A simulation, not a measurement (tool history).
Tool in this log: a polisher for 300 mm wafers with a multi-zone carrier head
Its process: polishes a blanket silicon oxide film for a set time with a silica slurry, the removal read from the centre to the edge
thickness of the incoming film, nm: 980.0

run,day,flow of slurry (ml/min),pressure of the head's centre zone,pressure of the head's middle zone,pressure of the head's edge zone,abrasive content of the slurry,polishing time (s),film removed at the wafer's centre (angstrom),film removed at mid-radius (angstrom),film removed at the wafer's edge (angstrom)
1,0,130,1,1,1,1,61,2184.5,2110.7,2027.8
2,0.225,130,1,1,1.06,1,61,2178.6,2114.2,2117.4
3,0.5,135,0.99,0.99,1.08,1.05,61,2237.2,2209.4,2206.2
4,0.738,135,0.99,0.99,1.08,0.95,61,2113.7,2020.6,2061.3
5,0.779,135,1.05,0.99,1.08,0.95,61,2183.7,2007.2,2064.5
6,0.867,135,1.05,0.99,1.08,0.95,55,1970.5,1807.8,1875.9
7,0.892,135,1.03,0.97,1.09,1,56,2000.4,1872.3,1948.9
# day 1.242: edge zone pressure recalibrated
8,1.242,130,1.03,0.95,1.1,1.05,58,2171.5,1953.7,2198.8
9,1.612,130,1.02,0.95,1.11,1.1,58,2258.5,2054.5,2285.2
10,1.733,130,1.01,0.95,1.12,1.15,58,2255.6,2118.2,2344.9
11,1.775,130,1.01,0.94,1.13,1.2,58,2291.9,2156.4,2410.9
12,1.804,130,1.01,0.93,1.14,1.25,58,2343.8,2181.2,2468.6
13,2.054,130,1,0.92,1.15,1.3,58,2387,2094.5,2516.4
14,2.162,165,0.9,1.02,1.19,1.5,60,2436.1,2730.4,2898

Run 15, settings as shown, results not yet in. Your forecast:
15,2.517,165,0.91,1.01,1.19,1.5,60,?,?,?

film removed at the wafer's centre (angstrom): 2538.8
film removed at mid-radius (angstrom): 2670.5
film removed at the wafer's edge (angstrom): 2903.6

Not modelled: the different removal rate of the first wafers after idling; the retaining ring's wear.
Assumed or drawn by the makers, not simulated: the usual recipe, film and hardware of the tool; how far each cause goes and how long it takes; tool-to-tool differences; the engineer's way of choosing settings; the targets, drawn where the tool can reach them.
